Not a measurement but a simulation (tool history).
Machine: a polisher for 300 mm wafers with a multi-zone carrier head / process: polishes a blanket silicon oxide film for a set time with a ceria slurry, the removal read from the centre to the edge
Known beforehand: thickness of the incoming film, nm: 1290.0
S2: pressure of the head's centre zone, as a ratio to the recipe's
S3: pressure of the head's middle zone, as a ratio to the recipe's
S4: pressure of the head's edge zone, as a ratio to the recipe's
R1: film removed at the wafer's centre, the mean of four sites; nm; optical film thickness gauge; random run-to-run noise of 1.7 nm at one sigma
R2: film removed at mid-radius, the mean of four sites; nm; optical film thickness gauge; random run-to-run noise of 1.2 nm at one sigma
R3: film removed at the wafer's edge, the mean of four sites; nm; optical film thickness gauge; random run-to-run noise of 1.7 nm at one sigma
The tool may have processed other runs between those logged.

{"run": 1, "hour": 0.0, "flow of slurry (ml/min)": 250, "S2": 1, "S3": 1, "S4": 1, "polishing time (s)": 59, "R1": 252.22, "R2": 244.19, "R3": 249.94}
{"run": 2, "hour": 7.6, "flow of slurry (ml/min)": 275, "S2": 1, "S3": 1, "S4": 1, "polishing time (s)": 59, "R1": 258.18, "R2": 246.54, "R3": 261.93}
{"run": 3, "hour": 15.2, "flow of slurry (ml/min)": 275, "S2": 1, "S3": 1, "S4": 1, "polishing time (s)": 67, "R1": 287.86, "R2": 280.92, "R3": 292.38}
{"run": 4, "hour": 17.2, "flow of slurry (ml/min)": 275, "S2": 1.04, "S3": 1, "S4": 1, "polishing time (s)": 67, "R1": 297.62, "R2": 276.63, "R3": 288.41}
{"run": 5, "hour": 23.4, "flow of slurry (ml/min)": 210, "S2": 1.04, "S3": 1, "S4": 1, "polishing time (s)": 67, "R1": 288.81, "R2": 267.04, "R3": 279.46}
{"run": 6, "hour": 31.0, "flow of slurry (ml/min)": 195, "S2": 0.98, "S3": 1.02, "S4": 1.01, "polishing time (s)": 56, "R1": 217.4, "R2": 222.82, "R3": 236.07}
{"run": 7, "hour": 36.9, "flow of slurry (ml/min)": 185, "S2": 0.95, "S3": 1.04, "S4": 0.97, "polishing time (s)": 49, "R1": 184.33, "R2": 198.45, "R3": 202.08}
{"hour": 39.1, "done": "slurry nozzle cleaned"}
{"run": 8, "hour": 39.1, "flow of slurry (ml/min)": 175, "S2": 0.92, "S3": 1.05, "S4": 0.94, "polishing time (s)": 45, "R1": 174.72, "R2": 191.08, "R3": 190.16}
{"run": 9, "hour": 41.8, "flow of slurry (ml/min)": 175, "S2": 0.9, "S3": 1.07, "S4": 0.94, "polishing time (s)": 41, "R1": 157.33, "R2": 176.99, "R3": 168.23}
{"run": 10, "hour": 43.7, "flow of slurry (ml/min)": 170, "S2": 0.87, "S3": 1.07, "S4": 0.96, "polishing time (s)": 39, "R1": 142.37, "R2": 169.73, "R3": 165.59}

Expected results for the next run?
{"run": 11, "hour": 50.9, "flow of slurry (ml/min)": 170, "S2": 0.86, "S3": 1.07, "S4": 0.96, "polishing time (s)": 37, "R1": "?", "R2": "?", "R3": "?"}

{"run 11": {"R1": 134.5, "R2": 157.32, "R3": 153.46}}
